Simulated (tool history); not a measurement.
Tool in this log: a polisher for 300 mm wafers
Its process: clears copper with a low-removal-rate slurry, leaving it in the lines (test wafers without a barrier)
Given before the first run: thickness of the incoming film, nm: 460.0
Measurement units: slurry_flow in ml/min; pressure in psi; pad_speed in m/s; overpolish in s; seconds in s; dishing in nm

run  hour  slurry_flow  pressure  pad_speed  slurry_solids  overpolish  seconds  dishing
  1   0.0          125       3.9       1.06            1.0          27  107.440   55.274
  2   8.3          125       4.2       1.06            1.0          25  102.320   56.147
  3  13.0          125       3.8       1.06            1.0          25  109.740   52.811
  4  14.4          150       3.8       1.06            1.0          25  105.050   53.495
  5  19.4          150       4.1       1.08            1.0          24   97.333   54.784
  6  20.1          150       4.1       1.30            1.0          24   84.435   59.645

Predict the results of run 7:
  7  28.5          150       4.2       1.30            1.0          23        ?        ?

Run 7 measured seconds 81.121 s, dishing 58.733 nm.
